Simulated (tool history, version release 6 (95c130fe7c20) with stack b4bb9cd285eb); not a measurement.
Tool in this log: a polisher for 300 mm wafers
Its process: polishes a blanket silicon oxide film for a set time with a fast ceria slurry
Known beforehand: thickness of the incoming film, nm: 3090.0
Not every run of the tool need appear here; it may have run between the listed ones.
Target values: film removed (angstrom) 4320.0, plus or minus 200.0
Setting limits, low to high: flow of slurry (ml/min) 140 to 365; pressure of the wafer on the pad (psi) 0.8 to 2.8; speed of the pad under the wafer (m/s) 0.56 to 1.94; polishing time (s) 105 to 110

run  hour  flow of slurry (ml/min)  pressure of the wafer on the pad (psi)  speed of the pad under the wafer (m/s)  polishing time (s)  film removed (angstrom)
  1   0.0                      235                                     1.8                                    1.24                 105                  12265.0
  2   4.0                      235                                     1.8                                    1.54                 105                  15151.0
  3  11.2                      230                                     1.5                                    1.22                 105                  10157.0
  4  15.1                      225                                     1.3                                    1.00                 105                   7252.6
  5  22.8                      225                                     1.1                                    0.92                 105                   5718.0
  6  26.2                      190                                     1.1                                    0.92                 105                   5486.9
  7  29.5                      180                                     1.0                                    0.92                 105                   4970.9
  8  36.4                      170                                     1.0                                    0.92                 105                   4998.9

Which one of the following 5 next-run settings gets every result inside its allowed miss? There is exactly one.
  A  43.3                      170                                     0.9                                    0.78                 105                        ?
  B  43.3                      160                                     0.9                                    0.82                 105                        ?
  C  43.3                      180                                     0.9                                    0.78                 105                        ?
  D  43.3                      140                                     1.0                                    0.80                 110                        ?
  E  43.3                      225                                     0.9                                    1.16                 110                        ?

move  film removed (angstrom)
   A                   3820.6
   B                   3962.5
   C                   3858.7
   D                   4355.6
   E                   6118.3
A: takes the result that was furthest off past its target
B: takes the result that was furthest off past its target
C: takes the result that was furthest off past its target
D: in spec on every target
E: the biggest miss grows against the last run
Move D is the one to make.
